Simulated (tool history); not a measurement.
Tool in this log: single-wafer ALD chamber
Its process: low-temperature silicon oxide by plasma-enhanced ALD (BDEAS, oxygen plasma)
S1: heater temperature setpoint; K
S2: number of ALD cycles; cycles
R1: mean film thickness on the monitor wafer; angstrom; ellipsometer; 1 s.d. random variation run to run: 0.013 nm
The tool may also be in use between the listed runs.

run    day      S1  S2      R1
  1  0.000  388.15  18  24.393
  2  0.083  388.15  16  21.744
  3  0.171  388.15  14  19.049
  4  0.271  387.15  15  20.506
  5  0.421  385.15  16  21.723
  6  0.542  391.15  16  21.573
  7  0.767  390.15  17  22.907
  8  0.921  389.15  18  24.384
  9  1.062  388.15  19  25.673
 10  1.133  387.15  21  28.717

Run 11 has not been measured yet. What should we expect?
 11  1.258  385.15  21   ?

R1: 28.738 angstrom

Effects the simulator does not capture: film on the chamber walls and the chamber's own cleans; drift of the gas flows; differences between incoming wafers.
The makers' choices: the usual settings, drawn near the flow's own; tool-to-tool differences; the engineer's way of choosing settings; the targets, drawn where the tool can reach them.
